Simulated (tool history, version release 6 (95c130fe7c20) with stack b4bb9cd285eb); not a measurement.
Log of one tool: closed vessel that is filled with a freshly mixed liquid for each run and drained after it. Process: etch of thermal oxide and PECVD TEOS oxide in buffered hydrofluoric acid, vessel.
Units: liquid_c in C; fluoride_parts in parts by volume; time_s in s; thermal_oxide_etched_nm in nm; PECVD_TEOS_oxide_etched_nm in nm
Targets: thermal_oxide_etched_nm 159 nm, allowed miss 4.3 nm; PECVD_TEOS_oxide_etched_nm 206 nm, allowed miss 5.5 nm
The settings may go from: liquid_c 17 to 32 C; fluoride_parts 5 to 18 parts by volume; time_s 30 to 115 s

Run 1, hour 0: liquid_c 24 C, fluoride_parts 11 parts by volume, time_s 60 s. Result: thermal_oxide_etched_nm 64.587 nm, PECVD_TEOS_oxide_etched_nm 83.745 nm.
Run 2, hour 6.2: liquid_c 24 C, fluoride_parts 8 parts by volume, time_s 60 s. Result: thermal_oxide_etched_nm 84.892 nm, PECVD_TEOS_oxide_etched_nm 110.2 nm.
Run 3, hour 7.5: liquid_c 22 C, fluoride_parts 8 parts by volume, time_s 60 s. Result: thermal_oxide_etched_nm 76.697 nm, PECVD_TEOS_oxide_etched_nm 98.905 nm.
Run 4, hour 10.7: liquid_c 20.5 C, fluoride_parts 8 parts by volume, time_s 60 s. Result: thermal_oxide_etched_nm 70.088 nm, PECVD_TEOS_oxide_etched_nm 91.234 nm.
Run 5, hour 14.7: liquid_c 22.5 C, fluoride_parts 8 parts by volume, time_s 60 s. Result: thermal_oxide_etched_nm 78.77 nm, PECVD_TEOS_oxide_etched_nm 101.75 nm.
Run 6, hour 17.5: liquid_c 21 C, fluoride_parts 8 parts by volume, time_s 60 s. Result: thermal_oxide_etched_nm 73.009 nm, PECVD_TEOS_oxide_etched_nm 93.814 nm.
Run 7, hour 19.1: liquid_c 22.5 C, fluoride_parts 7.5 parts by volume, time_s 60 s. Result: thermal_oxide_etched_nm 84.503 nm, PECVD_TEOS_oxide_etched_nm 110.1 nm.
Run 8, hour 25.2: liquid_c 26.5 C, fluoride_parts 7 parts by volume, time_s 60 s. Result: thermal_oxide_etched_nm 113.48 nm, PECVD_TEOS_oxide_etched_nm 145.79 nm.
Run 9, hour 33.1: liquid_c 27 C, fluoride_parts 7 parts by volume, time_s 60 s. Result: thermal_oxide_etched_nm 116.05 nm, PECVD_TEOS_oxide_etched_nm 148.27 nm.
Run 10, hour 38.2: liquid_c 27.5 C, fluoride_parts 7 parts by volume, time_s 60 s. Result: thermal_oxide_etched_nm 117.9 nm, PECVD_TEOS_oxide_etched_nm 155.49 nm.

Which of these 5 next moves meets every target?
Run A, hour 43.3: liquid_c 25 C, fluoride_parts 7 parts by volume, time_s 55 s. Result: thermal_oxide_etched_nm ?, PECVD_TEOS_oxide_etched_nm ?.
Run B, hour 43.3: liquid_c 17 C, fluoride_parts 5 parts by volume, time_s 100 s. Result: thermal_oxide_etched_nm ?, PECVD_TEOS_oxide_etched_nm ?.
Run C, hour 43.3: liquid_c 21.5 C, fluoride_parts 5.5 parts by volume, time_s 85 s. Result: thermal_oxide_etched_nm ?, PECVD_TEOS_oxide_etched_nm ?.
Run D, hour 43.3: liquid_c 29 C, fluoride_parts 6 parts by volume, time_s 65 s. Result: thermal_oxide_etched_nm ?, PECVD_TEOS_oxide_etched_nm ?.
Run E, hour 43.3: liquid_c 27.5 C, fluoride_parts 5.5 parts by volume, time_s 60 s. Result: thermal_oxide_etched_nm ?, PECVD_TEOS_oxide_etched_nm ?.

move  thermal_oxide_etched_nm  PECVD_TEOS_oxide_etched_nm
   A                   96.212                      123.51
   B                   149.66                      192.13
   C                   151.07                      193.94
   D                   160.86                       206.5
   E                   147.63                      189.52
A: further off than the last run
B: nearer than the last run, and not there yet
C: nearer than the last run, and not there yet
D: meets every target
E: nearer than the last run, and not there yet
Answer: D
